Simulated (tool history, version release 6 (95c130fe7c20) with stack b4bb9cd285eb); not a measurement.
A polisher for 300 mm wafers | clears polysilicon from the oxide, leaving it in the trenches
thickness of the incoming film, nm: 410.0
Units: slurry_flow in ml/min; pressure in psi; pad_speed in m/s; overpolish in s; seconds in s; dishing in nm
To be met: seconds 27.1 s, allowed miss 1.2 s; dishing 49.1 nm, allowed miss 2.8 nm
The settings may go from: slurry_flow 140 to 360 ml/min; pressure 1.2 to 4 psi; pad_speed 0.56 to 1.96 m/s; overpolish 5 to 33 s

{"run": 1, "day": 0.0, "slurry_flow": 230, "pressure": 2.6, "pad_speed": 1.26, "overpolish": 17, "seconds": 27.778, "dishing": 77.624}
{"run": 2, "day": 0.121, "slurry_flow": 175, "pressure": 2.6, "pad_speed": 1.26, "overpolish": 17, "seconds": 28.74, "dishing": 77.217}
{"run": 3, "day": 0.196, "slurry_flow": 175, "pressure": 3, "pad_speed": 1.26, "overpolish": 17, "seconds": 24.4, "dishing": 79.465}
{"run": 4, "day": 0.554, "slurry_flow": 175, "pressure": 3, "pad_speed": 1.14, "overpolish": 17, "seconds": 27.177, "dishing": 77.994}
{"run": 5, "day": 0.592, "slurry_flow": 175, "pressure": 3, "pad_speed": 1.14, "overpolish": 11, "seconds": 26.233, "dishing": 72.082}
{"run": 6, "day": 0.708, "slurry_flow": 195, "pressure": 3, "pad_speed": 1.1, "overpolish": 10, "seconds": 26.823, "dishing": 68.874}
{"run": 7, "day": 1.062, "slurry_flow": 195, "pressure": 3, "pad_speed": 1.1, "overpolish": 10, "seconds": 26.285, "dishing": 69.058}
{"run": 8, "day": 1.121, "slurry_flow": 205, "pressure": 2.8, "pad_speed": 1.1, "overpolish": 5, "seconds": 28.408, "dishing": 47.076}

5 next moves are on the table. One of them brings every result within its allowed miss. Which?
{"run": "A", "day": 1.179, "slurry_flow": 285, "pressure": 3.2, "pad_speed": 1.12, "overpolish": 5, "seconds": "?", "dishing": "?"}
{"run": "B", "day": 1.179, "slurry_flow": 205, "pressure": 2.5, "pad_speed": 1.54, "overpolish": 6, "seconds": "?", "dishing": "?"}
{"run": "C", "day": 1.179, "slurry_flow": 220, "pressure": 3.4, "pad_speed": 0.84, "overpolish": 5, "seconds": "?", "dishing": "?"}
{"run": "D", "day": 1.179, "slurry_flow": 235, "pressure": 3.4, "pad_speed": 0.94, "overpolish": 6, "seconds": "?", "dishing": "?"}
{"run": "E", "day": 1.179, "slurry_flow": 190, "pressure": 2.4, "pad_speed": 1.22, "overpolish": 6, "seconds": "?", "dishing": "?"}

move=A seconds=23.96 dishing=54.044
move=B seconds=25.309 dishing=57.949
move=C seconds=27.99 dishing=49.266
move=D seconds=25.879 dishing=57.271
move=E seconds=31.473 dishing=51.261
A: takes the result that was furthest off past its target
B: takes the result that was furthest off past its target
C: meets every target
D: takes the result that was furthest off past its target
E: further off than the last run
Answer: C

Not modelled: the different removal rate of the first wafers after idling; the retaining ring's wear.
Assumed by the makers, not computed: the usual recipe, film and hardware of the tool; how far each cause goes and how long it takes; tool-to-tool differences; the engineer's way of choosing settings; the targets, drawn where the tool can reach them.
